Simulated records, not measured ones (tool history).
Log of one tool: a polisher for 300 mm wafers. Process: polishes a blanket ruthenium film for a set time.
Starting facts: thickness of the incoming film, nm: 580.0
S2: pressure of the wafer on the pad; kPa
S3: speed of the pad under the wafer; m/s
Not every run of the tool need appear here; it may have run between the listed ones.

run 1 hour=0 | flow_of_slurry_(ml/min)=265 S2=13.1 S3=1.02 polishing_time_(s)=58 | film_removed_(nm)=63.513
run 2 hour=8.8 | flow_of_slurry_(ml/min)=265 S2=13.1 S3=1.02 polishing_time_(s)=58 | film_removed_(nm)=65.202
run 3 hour=9.5 | flow_of_slurry_(ml/min)=265 S2=12.4 S3=1.02 polishing_time_(s)=58 | film_removed_(nm)=62.921
run 4 hour=13.7 | flow_of_slurry_(ml/min)=265 S2=12.4 S3=1.02 polishing_time_(s)=61 | film_removed_(nm)=66.343
run 5 hour=15.9 | flow_of_slurry_(ml/min)=265 S2=12.4 S3=1.02 polishing_time_(s)=58 | film_removed_(nm)=61.191
run 6 hour=22 | flow_of_slurry_(ml/min)=215 S2=12.4 S3=1.02 polishing_time_(s)=58 | film_removed_(nm)=60.29
run 7 hour=28.3 | flow_of_slurry_(ml/min)=215 S2=11.7 S3=1.02 polishing_time_(s)=58 | film_removed_(nm)=58.29
run 8 hour=34.3 | flow_of_slurry_(ml/min)=215 S2=11 S3=1.02 polishing_time_(s)=58 | film_removed_(nm)=54.825
run 9 hour=37 | flow_of_slurry_(ml/min)=215 S2=10.3 S3=1.02 polishing_time_(s)=58 | film_removed_(nm)=52.064
run 10 hour=39.1 | flow_of_slurry_(ml/min)=215 S2=10.3 S3=1.02 polishing_time_(s)=58 | film_removed_(nm)=51.299
run 11 hour=40.8 | flow_of_slurry_(ml/min)=215 S2=9.7 S3=1.02 polishing_time_(s)=58 | film_removed_(nm)=46.711

Run 12 is up next; what results do you expect?
run 12 hour=44.1 | flow_of_slurry_(ml/min)=215 S2=9 S3=1.02 polishing_time_(s)=58 | film_removed_(nm)=?

film removed (nm): 44.872
